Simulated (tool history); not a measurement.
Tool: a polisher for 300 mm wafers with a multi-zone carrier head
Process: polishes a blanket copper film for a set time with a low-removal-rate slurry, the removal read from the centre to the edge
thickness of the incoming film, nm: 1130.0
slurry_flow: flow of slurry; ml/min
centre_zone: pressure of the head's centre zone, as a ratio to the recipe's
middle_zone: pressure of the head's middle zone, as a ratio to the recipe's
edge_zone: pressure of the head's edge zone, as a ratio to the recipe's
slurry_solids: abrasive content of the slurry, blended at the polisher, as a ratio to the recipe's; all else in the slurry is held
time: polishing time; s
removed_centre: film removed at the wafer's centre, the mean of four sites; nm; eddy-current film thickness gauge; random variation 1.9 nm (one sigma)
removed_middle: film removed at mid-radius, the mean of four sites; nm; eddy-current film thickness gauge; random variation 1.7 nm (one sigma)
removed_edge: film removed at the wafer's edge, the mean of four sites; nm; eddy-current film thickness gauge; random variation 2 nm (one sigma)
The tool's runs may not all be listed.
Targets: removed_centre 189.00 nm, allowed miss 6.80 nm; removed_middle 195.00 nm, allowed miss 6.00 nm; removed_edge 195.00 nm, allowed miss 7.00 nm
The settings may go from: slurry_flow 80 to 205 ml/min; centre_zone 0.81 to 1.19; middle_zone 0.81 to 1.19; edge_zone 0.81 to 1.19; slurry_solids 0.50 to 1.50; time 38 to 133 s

run	hour	slurry_flow	centre_zone	middle_zone	edge_zone	slurry_solids	time	removed_centre	removed_middle	removed_edge
1	0.0	135	1.00	1.00	1.00	1.00	85	135.79	137.04	139.21
2	3.1	120	1.00	1.00	1.00	1.00	85	127.58	131.07	135.98
3	11.9	120	1.00	1.07	1.00	1.00	85	127.08	139.80	137.24
4	14.8	120	1.00	1.07	1.00	1.00	98	147.34	157.08	157.12
5	23.5	135	1.00	1.08	1.03	1.05	98	155.29	167.35	167.05
6	31.2	115	1.00	1.08	1.03	1.05	98	148.70	157.31	159.12
7	35.2	130	1.01	1.08	1.05	1.05	98	159.27	167.35	162.71
# hour 38.5: slurry nozzle cleaned
8	38.5	160	0.98	1.02	1.15	1.30	101	188.80	192.55	202.79

Which of these 5 next moves meets every target?
A	41.8	205	0.96	1.01	1.05	1.20	101	?	?	?
B	41.8	145	0.94	1.00	1.18	1.20	107	?	?	?
C	41.8	165	0.97	0.97	1.19	1.20	105	?	?	?
D	41.8	150	0.95	0.96	1.17	1.35	106	?	?	?
E	41.8	140	0.90	0.99	1.18	1.45	106	?	?	?

move	removed_centre	removed_middle	removed_edge
A	190.08	196.03	193.54
B	185.30	193.74	208.16
C	191.22	190.07	209.07
D	191.42	191.85	212.08
E	184.49	197.27	214.21
A: meets every target
B: further off than the last run
C: further off than the last run
D: further off than the last run
E: further off than the last run
Move A is the one to make.

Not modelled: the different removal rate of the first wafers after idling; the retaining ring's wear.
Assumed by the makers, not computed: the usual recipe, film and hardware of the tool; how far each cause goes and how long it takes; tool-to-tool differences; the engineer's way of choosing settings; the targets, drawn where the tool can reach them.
